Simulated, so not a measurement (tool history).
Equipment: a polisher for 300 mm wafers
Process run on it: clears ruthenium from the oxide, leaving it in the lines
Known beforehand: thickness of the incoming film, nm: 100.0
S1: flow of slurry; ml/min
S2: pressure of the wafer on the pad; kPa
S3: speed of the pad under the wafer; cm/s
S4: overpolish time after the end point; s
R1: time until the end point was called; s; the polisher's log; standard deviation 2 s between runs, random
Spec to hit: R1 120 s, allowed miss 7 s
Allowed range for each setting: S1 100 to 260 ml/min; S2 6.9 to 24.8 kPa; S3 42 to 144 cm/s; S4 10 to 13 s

run 1 day=0 | S1=165 S2=15.9 S3=92 S4=13 | R1=78.716
run 2 day=0.217 | S1=150 S2=15.9 S3=92 S4=13 | R1=79.056
run 3 day=0.346 | S1=150 S2=13.8 S3=92 S4=13 | R1=91.381
run 4 day=0.475 | S1=150 S2=17.2 S3=92 S4=13 | R1=76.013
run 5 day=0.633 | S1=145 S2=15.9 S3=90 S4=13 | R1=79.46
run 6 day=0.8 | S1=105 S2=15.9 S3=90 S4=13 | R1=87.524
run 7 day=0.867 | S1=105 S2=14.5 S3=90 S4=13 | R1=94.567
-- day=1.217 head pressure recalibrated
run 8 day=1.217 | S1=105 S2=13.8 S3=90 S4=13 | R1=106.06

Below are 4 possible settings for the next run. Only one of them brings all results inside the allowed miss of their targets. Which is it?
run A day=1.567 | S1=100 S2=12.4 S3=78 S4=10 | R1=?
run B day=1.567 | S1=130 S2=8.3 S3=94 S4=13 | R1=?
run C day=1.567 | S1=100 S2=12.4 S3=74 S4=13 | R1=?
run D day=1.567 | S1=100 S2=12.4 S3=86 S4=13 | R1=?

move=A R1=130
move=B R1=136.46
move=C R1=136.29
move=D R1=119.01
A: pushes the last run's worst result past its target
B: pushes the last run's worst result past its target
C: pushes the last run's worst result past its target
D: each result inside its tolerance
D is the move that brings every result within its allowed miss.

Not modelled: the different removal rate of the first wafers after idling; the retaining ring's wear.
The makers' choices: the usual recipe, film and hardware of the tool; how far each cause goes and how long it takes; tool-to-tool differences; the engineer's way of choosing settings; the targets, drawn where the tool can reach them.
